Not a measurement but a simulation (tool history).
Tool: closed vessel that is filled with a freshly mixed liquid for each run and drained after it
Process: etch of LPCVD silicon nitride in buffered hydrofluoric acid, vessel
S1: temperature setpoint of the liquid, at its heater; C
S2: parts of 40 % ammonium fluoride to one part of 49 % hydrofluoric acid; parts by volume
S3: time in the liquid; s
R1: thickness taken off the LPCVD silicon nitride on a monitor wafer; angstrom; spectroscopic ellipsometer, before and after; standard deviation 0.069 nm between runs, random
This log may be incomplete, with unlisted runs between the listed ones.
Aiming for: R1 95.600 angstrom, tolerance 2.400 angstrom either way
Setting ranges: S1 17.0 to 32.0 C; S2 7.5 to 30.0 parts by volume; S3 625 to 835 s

| run | hour | S1 | S2 | S3 | R1 |
|---|---|---|---|---|---|
| 1 | 0.0 | 24.0 | 22.0 | 835 | 70.400 |
| 2 | 8.3 | 25.5 | 22.0 | 835 | 76.917 |
| 3 | 16.7 | 26.5 | 22.0 | 835 | 80.806 |
| 4 | 22.3 | 26.5 | 22.0 | 625 | 60.371 |
| 5 | 23.5 | 26.5 | 16.5 | 625 | 78.504 |
| 6 | 28.2 | 29.0 | 16.5 | 625 | 89.360 |
| 7 | 32.8 | 29.5 | 16.5 | 625 | 92.195 |
| 8 | 35.4 | 29.5 | 16.5 | 625 | 91.340 |

Next run, 4 choices. One meets every target within its allowed miss, the rest don't. Which?
| A | 38.0 | 26.0 | 14.5 | 625 | ? |
| B | 38.0 | 31.5 | 20.0 | 705 | ? |
| C | 38.0 | 29.5 | 18.5 | 675 | ? |
| D | 38.0 | 23.5 | 15.0 | 785 | ? |

| move | R1 |
|---|---|
| A | 86.145 |
| B | 94.873 |
| C | 88.277 |
| D | 91.358 |
A: lands further from the targets than the last run did
B: meets every target
C: lands further from the targets than the last run did
D: just as far off the targets as the last run
B is the move that brings every result within its allowed miss.
